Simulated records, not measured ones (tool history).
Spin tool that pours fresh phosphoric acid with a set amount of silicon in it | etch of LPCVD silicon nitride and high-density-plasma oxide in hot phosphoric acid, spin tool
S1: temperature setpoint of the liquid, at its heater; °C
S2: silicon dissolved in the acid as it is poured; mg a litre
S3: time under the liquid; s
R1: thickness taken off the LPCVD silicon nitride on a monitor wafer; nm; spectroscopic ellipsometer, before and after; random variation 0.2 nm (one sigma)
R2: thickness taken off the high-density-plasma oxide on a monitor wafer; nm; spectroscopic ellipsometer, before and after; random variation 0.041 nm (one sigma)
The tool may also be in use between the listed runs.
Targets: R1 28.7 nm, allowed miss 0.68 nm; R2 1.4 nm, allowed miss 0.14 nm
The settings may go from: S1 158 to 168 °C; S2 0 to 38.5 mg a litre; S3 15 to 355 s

run  hour     S1    S2   S3      R1       R2
  1     0    163    17  180  15.427  0.69602
  2   1.2    164  17.5  205  17.864  0.83417
  3   4.5  164.5  17.5  230    20.7   1.0058
  4   5.2    165  18.5  245  22.493   1.0594
  5    14    165  18.5  255  23.385   1.0596
  6  18.5  165.5    18  265  24.642   1.2298
  7  19.8  165.5  18.5  275   25.65   1.2394
  8  23.4    166    19  280  26.312   1.1842
  9  27.1    166  18.5  285  26.925   1.2778
 10  35.3    166  18.5  290  27.472   1.3201
 11    39    166  18.5  290  27.685   1.3662
 12  44.6    166  18.5  290  27.305   1.2619
 13  45.6    166  18.5  290  27.354   1.3212
 14    51    166  18.5  290  27.315   1.3222
 15  58.7    166  18.5  295  27.662   1.3468

Which of these 5 next moves meets every target?
  A  66.4    164  22.5  300   ?   ?
  B  66.4  165.5  17.5  310   ?   ?
  C  66.4    166     7  285   ?   ?
  D  66.4  166.5    18  280   ?   ?
  E  66.4    166  24.5  285   ?   ?

move      R1      R2
   A  26.336  1.0981
   B  28.589  1.4596
   C  26.716  1.7808
   D   26.68   1.398
   E  26.716  1.1315
A: further off than the last run
B: meets every target
C: further off than the last run
D: further off than the last run
E: further off than the last run
The right move is B.
